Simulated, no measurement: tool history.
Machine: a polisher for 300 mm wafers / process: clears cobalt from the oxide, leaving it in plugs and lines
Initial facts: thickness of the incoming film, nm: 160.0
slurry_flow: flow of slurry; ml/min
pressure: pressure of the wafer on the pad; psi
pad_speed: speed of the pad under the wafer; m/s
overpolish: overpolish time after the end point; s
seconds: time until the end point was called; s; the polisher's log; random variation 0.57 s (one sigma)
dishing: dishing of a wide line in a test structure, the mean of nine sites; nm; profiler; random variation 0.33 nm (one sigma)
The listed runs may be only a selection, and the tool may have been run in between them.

{"run": 1, "day": 0.0, "slurry_flow": 220, "pressure": 1.6, "pad_speed": 1.22, "overpolish": 25, "seconds": 27.257, "dishing": 74.915}
{"run": 2, "day": 0.275, "slurry_flow": 220, "pressure": 1.6, "pad_speed": 1.08, "overpolish": 25, "seconds": 30.966, "dishing": 72.601}
{"run": 3, "day": 0.371, "slurry_flow": 220, "pressure": 1.6, "pad_speed": 1.08, "overpolish": 19, "seconds": 30.728, "dishing": 62.925}
{"run": 4, "day": 0.583, "slurry_flow": 220, "pressure": 1.6, "pad_speed": 1.08, "overpolish": 12, "seconds": 31.097, "dishing": 47.65}
{"run": 5, "day": 0.667, "slurry_flow": 195, "pressure": 1.3, "pad_speed": 1.04, "overpolish": 11, "seconds": 38.552, "dishing": 37.866}
{"run": 6, "day": 0.721, "slurry_flow": 185, "pressure": 1.1, "pad_speed": 0.98, "overpolish": 12, "seconds": 47.108, "dishing": 34.007}
{"run": 7, "day": 1.054, "slurry_flow": 175, "pressure": 1, "pad_speed": 0.96, "overpolish": 13, "seconds": 51.864, "dishing": 33.722}
{"run": 8, "day": 1.117, "slurry_flow": 170, "pressure": 0.9, "pad_speed": 0.96, "overpolish": 13, "seconds": 56.72, "dishing": 32.92}
{"run": 9, "day": 1.358, "slurry_flow": 200, "pressure": 0.7, "pad_speed": 0.92, "overpolish": 8, "seconds": 68.117, "dishing": 17.767}
{"run": 10, "day": 1.65, "slurry_flow": 180, "pressure": 0.7, "pad_speed": 0.92, "overpolish": 9, "seconds": 70.218, "dishing": 19.873}

Run 11, settings as shown, results not yet in. Your forecast:
{"run": 11, "day": 1.912, "slurry_flow": 165, "pressure": 0.7, "pad_speed": 0.92, "overpolish": 9, "seconds": "?", "dishing": "?"}

Logged for run 11: seconds 70.057 s, dishing 19.933 nm.

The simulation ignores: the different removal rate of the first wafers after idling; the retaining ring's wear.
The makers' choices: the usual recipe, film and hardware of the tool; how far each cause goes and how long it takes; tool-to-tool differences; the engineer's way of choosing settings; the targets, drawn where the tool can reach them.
